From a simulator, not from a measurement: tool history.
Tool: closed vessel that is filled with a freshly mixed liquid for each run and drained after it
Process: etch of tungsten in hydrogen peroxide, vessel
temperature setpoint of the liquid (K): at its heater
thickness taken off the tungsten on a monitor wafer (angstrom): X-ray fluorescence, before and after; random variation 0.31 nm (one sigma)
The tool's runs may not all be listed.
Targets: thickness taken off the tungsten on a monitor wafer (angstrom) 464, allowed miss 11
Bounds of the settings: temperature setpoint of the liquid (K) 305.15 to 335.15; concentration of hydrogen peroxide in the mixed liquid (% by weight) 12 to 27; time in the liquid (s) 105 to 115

run	day	temperature setpoint of the liquid (K)	concentration of hydrogen peroxide in the mixed liquid (% by weight)	time in the liquid (s)	thickness taken off the tungsten on a monitor wafer (angstrom)
1	0	319.15	18	105	941.58
2	0.242	324.15	18	105	1289.9
3	0.604	324.15	20.5	105	1377.9
4	0.762	324.15	17.5	105	1263.6
5	0.988	318.15	17.5	105	873.77
6	1.338	318.15	17.5	105	876.18
7	1.475	315.65	17.5	105	738.83
8	1.804	314.15	17.5	105	677.29
9	2.162	312.65	17.5	105	610.31
10	2.292	311.65	17.5	105	576.85
11	2.321	310.65	17.5	105	539.69
12	2.396	310.15	17.5	105	525.92
13	2.421	309.65	17.5	105	503.94
14	2.779	309.15	17.5	105	494.13

4 next moves are on the table. One of them brings every result within its allowed miss. Which?
A	3.138	309.15	18	105	?
B	3.138	310.65	15.5	115	?
C	3.138	308.15	18	105	?
D	3.138	308.65	21	105	?

move	thickness taken off the tungsten on a monitor wafer (angstrom)
A	503.2
B	565.03
C	470.59
D	525.64
A: further off than the last run
B: further off than the last run
C: meets every target
D: further off than the last run
Move C is the one to make.
